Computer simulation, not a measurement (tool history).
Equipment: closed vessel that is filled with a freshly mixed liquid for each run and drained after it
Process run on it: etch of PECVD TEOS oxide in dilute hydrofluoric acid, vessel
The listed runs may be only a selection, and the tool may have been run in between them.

run  hour  temperature setpoint of the liquid (K)  parts of water to one part of 49 % hydrofluoric acid (parts by volume)  time in the liquid (s)  thickness taken off the PECVD TEOS oxide on a monitor wafer (Å)
  1   0.0                                  298.15                                                                     295                    1445                                                           585.86
  2   5.5                                  296.65                                                                     320                    1445                                                           502.80
  3   9.1                                  296.65                                                                     320                    1445                                                           495.55
  4  14.9                                  295.15                                                                     340                    1445                                                           437.04
  5  19.3                                  294.15                                                                     355                    1445                                                           400.45
  6  24.1                                  293.15                                                                     370                    1445                                                           365.71
  7  24.8                                  292.65                                                                     380                    1445                                                           347.35
  8  25.3                                  292.65                                                                     380                    1445                                                           347.57
  9  26.2                                  292.15                                                                     390                    1445                                                           326.19

What will run 10 give?
 10  26.8                                  291.65                                                                     395                    1445                                                                ?

Run 10 measured thickness taken off the PECVD TEOS oxide on a monitor wafer (Å) 319.49.

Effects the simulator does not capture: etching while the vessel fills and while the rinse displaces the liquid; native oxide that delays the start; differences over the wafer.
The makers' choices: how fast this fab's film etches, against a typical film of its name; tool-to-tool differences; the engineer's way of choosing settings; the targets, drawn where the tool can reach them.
